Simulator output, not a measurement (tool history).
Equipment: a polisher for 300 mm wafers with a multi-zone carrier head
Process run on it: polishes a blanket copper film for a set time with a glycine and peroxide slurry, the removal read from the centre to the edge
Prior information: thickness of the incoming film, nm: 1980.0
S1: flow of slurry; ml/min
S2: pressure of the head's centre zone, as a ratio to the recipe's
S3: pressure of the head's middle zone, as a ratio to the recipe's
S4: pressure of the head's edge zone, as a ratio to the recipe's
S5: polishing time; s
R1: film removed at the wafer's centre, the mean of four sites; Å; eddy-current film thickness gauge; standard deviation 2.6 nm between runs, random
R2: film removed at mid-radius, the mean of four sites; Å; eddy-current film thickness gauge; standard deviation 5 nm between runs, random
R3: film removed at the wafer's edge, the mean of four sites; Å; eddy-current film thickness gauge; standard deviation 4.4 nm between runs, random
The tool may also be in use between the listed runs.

run    day   S1    S2    S3    S4  S5      R1      R2      R3
  1  0.000  215  1.00  1.00  1.00  69  3151.7  3207.3  3050.3
  2  0.233  215  1.00  0.92  1.00  69  3139.1  2974.0  2985.1
  3  0.517  230  1.01  0.98  1.03  70  3199.2  3189.7  3168.2
  4  0.600  235  1.03  1.03  1.03  71  3374.1  3408.9  3241.5
  5  0.871  245  1.03  1.06  1.04  72  3414.7  3474.8  3295.3
  6  1.033  285  1.03  1.06  1.04  72  3463.9  3558.8  3359.2

The next listed run, before its measurement:
  7  1.129  285  1.03  1.09  1.05  73   ?   ?   ?

{"run 7": {"R1": 3493.4, "R2": 3706.9, "R3": 3426.9}}

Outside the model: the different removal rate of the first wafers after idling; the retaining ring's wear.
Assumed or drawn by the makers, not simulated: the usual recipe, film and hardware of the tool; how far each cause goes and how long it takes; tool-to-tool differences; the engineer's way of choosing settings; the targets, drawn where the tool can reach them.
